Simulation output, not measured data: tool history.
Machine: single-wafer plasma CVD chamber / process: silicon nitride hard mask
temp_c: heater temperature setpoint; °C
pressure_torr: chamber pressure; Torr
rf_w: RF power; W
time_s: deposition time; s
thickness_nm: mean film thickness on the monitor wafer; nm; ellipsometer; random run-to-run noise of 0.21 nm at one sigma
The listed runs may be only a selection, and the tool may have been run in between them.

| run | day | temp_c | pressure_torr | rf_w | time_s | thickness_nm |
|---|---|---|---|---|---|---|
| 1 | 0 | 410 | 1.61 | 265 | 51.1 | 55.487 |
| 2 | 0.162 | 418 | 1.61 | 265 | 51.1 | 54.926 |
| 3 | 0.308 | 418 | 1.48 | 260 | 51.1 | 52.96 |
| 4 | 0.412 | 418 | 1.48 | 260 | 52.8 | 54.875 |
| 5 | 0.446 | 418 | 1.48 | 245 | 52.8 | 52.779 |
| 6 | 0.496 | 418 | 1.24 | 245 | 52.8 | 49.338 |
| 7 | 0.721 | 418 | 1.19 | 245 | 52.8 | 48.827 |
| 8 | 0.9 | 418 | 1.15 | 245 | 52.8 | 48.856 |
| 9 | 1.229 | 418 | 1.11 | 240 | 52.8 | 47.421 |
| 10 | 1.367 | 418 | 1.08 | 240 | 52.8 | 47.257 |
| 11 | 1.462 | 418 | 1.06 | 240 | 52.8 | 46.413 |

Run 12 is up next; what results do you expect?
| 12 | 1.629 | 418 | 1.04 | 240 | 52.8 | ? |

Run 12 came out at thickness_nm 46.195 nm.
